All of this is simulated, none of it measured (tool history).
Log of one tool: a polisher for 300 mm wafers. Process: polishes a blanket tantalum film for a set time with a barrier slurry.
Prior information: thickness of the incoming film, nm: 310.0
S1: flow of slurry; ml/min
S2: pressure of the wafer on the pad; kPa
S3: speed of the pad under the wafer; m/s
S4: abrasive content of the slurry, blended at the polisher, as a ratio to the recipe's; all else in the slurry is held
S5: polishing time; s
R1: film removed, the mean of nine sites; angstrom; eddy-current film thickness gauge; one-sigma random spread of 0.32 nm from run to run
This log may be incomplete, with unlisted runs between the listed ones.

run,hour,S1,S2,S3,S4,S5,R1
1,0,210,14.5,0.8,1,45,481.19
2,7.7,210,14.5,0.8,1.2,45,502.89
3,12,210,13.8,0.8,1.2,45,479.16
4,16.3,210,13.8,0.8,1,45,453.97
5,23.4,210,13.1,0.8,1,45,431.02
6,27.2,210,13.1,0.8,1,47,456.13
7,31.4,210,12.4,0.8,1,47,426.19
8,37.4,200,11.7,0.8,1,47,401.59
# hour 44.4: head pressure recalibrated
9,44.4,200,11.7,0.8,1,47,451.1
10,51.2,210,11.7,0.8,1,47,450.97
11,54.1,200,11.7,0.8,1,47,447.71
12,55.2,215,11.7,0.8,1,47,451.21

Run 13 is up next; what results do you expect?
13,63.5,205,11.7,0.8,1,47,?

{"run 13": {"R1": 448.18}}

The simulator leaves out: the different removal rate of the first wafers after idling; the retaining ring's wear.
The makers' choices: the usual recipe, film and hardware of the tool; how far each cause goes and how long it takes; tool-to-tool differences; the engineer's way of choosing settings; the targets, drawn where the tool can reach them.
